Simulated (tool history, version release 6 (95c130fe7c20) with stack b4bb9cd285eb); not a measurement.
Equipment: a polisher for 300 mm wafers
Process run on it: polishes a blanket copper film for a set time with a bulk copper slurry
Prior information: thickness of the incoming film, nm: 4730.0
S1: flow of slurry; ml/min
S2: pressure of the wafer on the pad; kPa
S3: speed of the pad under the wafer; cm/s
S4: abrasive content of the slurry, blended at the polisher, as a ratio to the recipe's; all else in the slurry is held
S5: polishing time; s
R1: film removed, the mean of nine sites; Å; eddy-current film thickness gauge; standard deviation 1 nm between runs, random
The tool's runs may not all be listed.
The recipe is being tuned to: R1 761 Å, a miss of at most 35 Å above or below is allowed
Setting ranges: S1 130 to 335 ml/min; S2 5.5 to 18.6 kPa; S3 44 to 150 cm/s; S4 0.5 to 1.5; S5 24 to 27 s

run  hour   S1    S2  S3  S4  S5      R1
  1     0  215  11.7  96   1  27  1075.5
  2     5  215    11  96   1  27    1053
  3   7.1  175    11  96   1  27  1004.9
  4    12  220    11  96   1  27  1051.3
  5  19.1  215  10.3  96   1  27  994.66
  6  28.1  215   9.7  96   1  27   948.6
  7  31.2  215     9  96   1  27  919.17
  8  32.3  215   8.3  96   1  27  864.22
  9  41.3  210   7.6  96   1  27  807.46

Exactly one of the 4 candidate moves below puts every result within its allowed miss. Which one?
  A  50.3  205  6.2  98   1.1  26   ?
  B  50.3  195  8.3  96     1  24   ?
  C  50.3  175  6.2  96   0.9  26   ?
  D  50.3  180  9.7  78  1.05  25   ?

move      R1
   A  718.82
   B  757.28
   C  660.94
   D   716.5
A: pushes the last run's worst result past its target
B: every result within its allowed miss
C: pushes the last run's worst result past its target
D: pushes the last run's worst result past its target
B meets every target.

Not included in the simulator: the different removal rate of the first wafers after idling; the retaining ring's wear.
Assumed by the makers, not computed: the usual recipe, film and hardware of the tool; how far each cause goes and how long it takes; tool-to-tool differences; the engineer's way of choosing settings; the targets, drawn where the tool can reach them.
